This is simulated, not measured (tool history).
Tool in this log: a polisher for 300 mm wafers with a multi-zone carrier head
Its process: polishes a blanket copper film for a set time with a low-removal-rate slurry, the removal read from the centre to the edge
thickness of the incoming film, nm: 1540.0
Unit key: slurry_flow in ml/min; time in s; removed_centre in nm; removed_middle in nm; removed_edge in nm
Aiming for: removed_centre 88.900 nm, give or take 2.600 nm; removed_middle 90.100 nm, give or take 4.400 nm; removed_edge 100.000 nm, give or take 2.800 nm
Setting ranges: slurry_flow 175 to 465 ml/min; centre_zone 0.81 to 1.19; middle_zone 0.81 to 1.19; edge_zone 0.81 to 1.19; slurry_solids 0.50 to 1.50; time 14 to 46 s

run 1 day=0.000 | slurry_flow=295 centre_zone=1.00 middle_zone=1.00 edge_zone=1.00 slurry_solids=1.00 time=30 | removed_centre=78.013 removed_middle=80.812 removed_edge=77.077
run 2 day=0.283 | slurry_flow=235 centre_zone=1.00 middle_zone=1.00 edge_zone=1.00 slurry_solids=1.00 time=30 | removed_centre=76.370 removed_middle=74.042 removed_edge=75.373
run 3 day=0.500 | slurry_flow=265 centre_zone=0.99 middle_zone=0.98 edge_zone=1.06 slurry_solids=1.15 time=30 | removed_centre=77.654 removed_middle=78.306 removed_edge=79.293
run 4 day=0.604 | slurry_flow=270 centre_zone=0.98 middle_zone=0.95 edge_zone=1.10 slurry_solids=1.25 time=31 | removed_centre=81.117 removed_middle=79.373 removed_edge=86.415
run 5 day=0.654 | slurry_flow=325 centre_zone=0.98 middle_zone=0.95 edge_zone=1.10 slurry_solids=1.25 time=31 | removed_centre=82.499 removed_middle=79.883 removed_edge=86.358
run 6 day=0.796 | slurry_flow=320 centre_zone=0.97 middle_zone=0.95 edge_zone=1.12 slurry_solids=1.30 time=32 | removed_centre=85.350 removed_middle=85.045 removed_edge=90.467
run 7 day=0.850 | slurry_flow=315 centre_zone=0.96 middle_zone=0.94 edge_zone=1.14 slurry_solids=1.35 time=32 | removed_centre=84.581 removed_middle=83.415 removed_edge=93.304
run 8 day=0.983 | slurry_flow=315 centre_zone=0.96 middle_zone=0.95 edge_zone=1.15 slurry_solids=1.40 time=32 | removed_centre=85.153 removed_middle=84.077 removed_edge=92.214
run 9 day=1.146 | slurry_flow=320 centre_zone=0.95 middle_zone=0.95 edge_zone=1.16 slurry_solids=1.40 time=33 | removed_centre=87.434 removed_middle=86.830 removed_edge=96.189

Which of these 4 next moves meets every target?
run A day=1.308 | slurry_flow=385 centre_zone=0.95 middle_zone=0.96 edge_zone=1.19 slurry_solids=1.50 time=33 | removed_centre=? removed_middle=? removed_edge=?
run B day=1.308 | slurry_flow=305 centre_zone=0.83 middle_zone=0.88 edge_zone=1.19 slurry_solids=1.50 time=35 | removed_centre=? removed_middle=? removed_edge=?
run C day=1.308 | slurry_flow=390 centre_zone=0.96 middle_zone=1.00 edge_zone=1.09 slurry_solids=1.40 time=32 | removed_centre=? removed_middle=? removed_edge=?
run D day=1.308 | slurry_flow=285 centre_zone=0.97 middle_zone=0.97 edge_zone=1.12 slurry_solids=1.30 time=33 | removed_centre=? removed_middle=? removed_edge=?

move=A removed_centre=90.496 removed_middle=93.580 removed_edge=100.390
move=B removed_centre=85.571 removed_middle=90.782 removed_edge=105.180
move=C removed_centre=87.394 removed_middle=92.803 removed_edge=91.868
move=D removed_centre=87.265 removed_middle=89.866 removed_edge=93.089
A: every result lands within tolerance
B: takes the result that was furthest off past its target
C: misses by more than the last run did
D: misses by more than the last run did
The right move is A.
